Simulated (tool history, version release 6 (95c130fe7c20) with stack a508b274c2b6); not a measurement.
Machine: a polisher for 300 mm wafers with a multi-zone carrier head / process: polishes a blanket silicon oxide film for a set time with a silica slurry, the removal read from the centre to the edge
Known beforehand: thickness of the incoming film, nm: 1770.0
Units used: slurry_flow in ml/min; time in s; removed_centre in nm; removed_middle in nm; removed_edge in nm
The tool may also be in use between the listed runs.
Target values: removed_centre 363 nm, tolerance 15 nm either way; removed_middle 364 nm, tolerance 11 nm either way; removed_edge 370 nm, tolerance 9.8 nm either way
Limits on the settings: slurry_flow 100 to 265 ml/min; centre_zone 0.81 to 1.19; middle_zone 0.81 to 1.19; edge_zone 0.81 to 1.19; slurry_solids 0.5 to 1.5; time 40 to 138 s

Run 1, hour 0: slurry_flow 170 ml/min, centre_zone 1, middle_zone 1, edge_zone 1, slurry_solids 1, time 88 s. Result: removed_centre 221.14 nm, removed_middle 223.66 nm, removed_edge 219.61 nm.
Run 2, hour 6.1: slurry_flow 180 ml/min, centre_zone 1.01, middle_zone 1.01, edge_zone 1.05, slurry_solids 1.15, time 93 s. Result: removed_centre 251.17 nm, removed_middle 254.13 nm, removed_edge 247.71 nm.
Run 3, hour 10.3: slurry_flow 180 ml/min, centre_zone 1.04, middle_zone 1.01, edge_zone 1.05, slurry_solids 1.15, time 93 s. Result: removed_centre 257.95 nm, removed_middle 252.18 nm, removed_edge 250.89 nm.
Run 4, hour 16.8: slurry_flow 180 ml/min, centre_zone 1.04, middle_zone 1.01, edge_zone 1.08, slurry_solids 1.25, time 99 s. Result: removed_centre 280.26 nm, removed_middle 276.84 nm, removed_edge 274.71 nm.
Run 5, hour 24.9: slurry_flow 180 ml/min, centre_zone 1.04, middle_zone 1.01, edge_zone 1.08, slurry_solids 1.25, time 110 s. Result: removed_centre 310.36 nm, removed_middle 308.54 nm, removed_edge 309.09 nm.
Run 6, hour 26.2: slurry_flow 180 ml/min, centre_zone 1.04, middle_zone 1.05, edge_zone 1.08, slurry_solids 1.25, time 110 s. Result: removed_centre 317.19 nm, removed_middle 317.61 nm, removed_edge 308.25 nm.
Run 7, hour 27.9: slurry_flow 190 ml/min, centre_zone 1.04, middle_zone 1.04, edge_zone 1.11, slurry_solids 1.3, time 111 s. Result: removed_centre 323.99 nm, removed_middle 327.52 nm, removed_edge 325.74 nm.
Run 8, hour 29.9: slurry_flow 205 ml/min, centre_zone 1.05, middle_zone 1.05, edge_zone 1.13, slurry_solids 1.35, time 111 s. Result: removed_centre 332.01 nm, removed_middle 334.09 nm, removed_edge 331.21 nm.
Run 9, hour 31.7: slurry_flow 205 ml/min, centre_zone 1.05, middle_zone 1.05, edge_zone 1.14, slurry_solids 1.4, time 112 s. Result: removed_centre 342.75 nm, removed_middle 345.89 nm, removed_edge 341.89 nm.
Run 10, hour 34.4: slurry_flow 210 ml/min, centre_zone 1.05, middle_zone 1.05, edge_zone 1.15, slurry_solids 1.45, time 113 s. Result: removed_centre 354.09 nm, removed_middle 351.66 nm, removed_edge 354.4 nm.
Run 11, hour 42.9: slurry_flow 215 ml/min, centre_zone 1.05, middle_zone 1.05, edge_zone 1.16, slurry_solids 1.45, time 113 s. Result: removed_centre 360.06 nm, removed_middle 354.54 nm, removed_edge 351.25 nm.

4 candidate next runs follow, results not yet known. Just one meets every target within its allowed miss. Identify it.
Run A, hour 51.4: slurry_flow 175 ml/min, centre_zone 1.03, middle_zone 0.98, edge_zone 1.19, slurry_solids 1.45, time 119 s. Result: removed_centre ?, removed_middle ?, removed_edge ?.
Run B, hour 51.4: slurry_flow 175 ml/min, centre_zone 1.1, middle_zone 1.02, edge_zone 1.19, slurry_solids 1.5, time 113 s. Result: removed_centre ?, removed_middle ?, removed_edge ?.
Run C, hour 51.4: slurry_flow 225 ml/min, centre_zone 1.04, middle_zone 1.11, edge_zone 1.1, slurry_solids 1.35, time 114 s. Result: removed_centre ?, removed_middle ?, removed_edge ?.
Run D, hour 51.4: slurry_flow 220 ml/min, centre_zone 1.05, middle_zone 1.05, edge_zone 1.19, slurry_solids 1.3, time 120 s. Result: removed_centre ?, removed_middle ?, removed_edge ?.

move  removed_centre  removed_middle  removed_edge
   A          352.81          342.43        369.79
   B          358.26          340.06        354.96
   C          347.67          370.02        341.06
   D          362.68          365.37         368.4
A: meets the target for the result that was furthest off, but another lies outside its allowed miss
B: further off than the last run
C: further off than the last run
D: all results land within tolerance of their targets
D is the move that brings every result within its allowed miss.
